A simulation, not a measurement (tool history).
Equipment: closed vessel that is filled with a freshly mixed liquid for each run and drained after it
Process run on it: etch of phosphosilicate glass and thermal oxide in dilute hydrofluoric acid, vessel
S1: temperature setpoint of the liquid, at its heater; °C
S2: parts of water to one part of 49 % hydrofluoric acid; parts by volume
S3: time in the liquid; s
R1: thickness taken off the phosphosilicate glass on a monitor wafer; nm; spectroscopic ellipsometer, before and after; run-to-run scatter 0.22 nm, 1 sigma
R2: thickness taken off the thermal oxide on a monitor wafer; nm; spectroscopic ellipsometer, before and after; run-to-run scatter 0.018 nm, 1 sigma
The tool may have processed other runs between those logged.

{"run": 1, "hour": 0.0, "S1": 25, "S2": 180, "S3": 115, "R1": 47.636, "R2": 2.7748}
{"run": 2, "hour": 2.1, "S1": 25, "S2": 180, "S3": 155, "R1": 64.157, "R2": 3.6814}
{"run": 3, "hour": 7.7, "S1": 23, "S2": 200, "S3": 155, "R1": 53.471, "R2": 3.0741}
{"run": 4, "hour": 11.5, "S1": 21.5, "S2": 220, "S3": 155, "R1": 45.058, "R2": 2.4899}
{"run": 5, "hour": 14.3, "S1": 21.5, "S2": 220, "S3": 175, "R1": 51.061, "R2": 2.8614}
{"run": 6, "hour": 18.3, "S1": 21.5, "S2": 260, "S3": 175, "R1": 41.048, "R2": 2.3726}
{"run": 7, "hour": 24.9, "S1": 20.5, "S2": 275, "S3": 175, "R1": 36.872, "R2": 2.1169}

Run 8, settings as shown, results not yet in. Your forecast:
{"run": 8, "hour": 27.1, "S1": 20, "S2": 285, "S3": 175, "R1": "?", "R2": "?"}

Run 8 came out at R1 34.288 nm, R2 2.0007 nm.
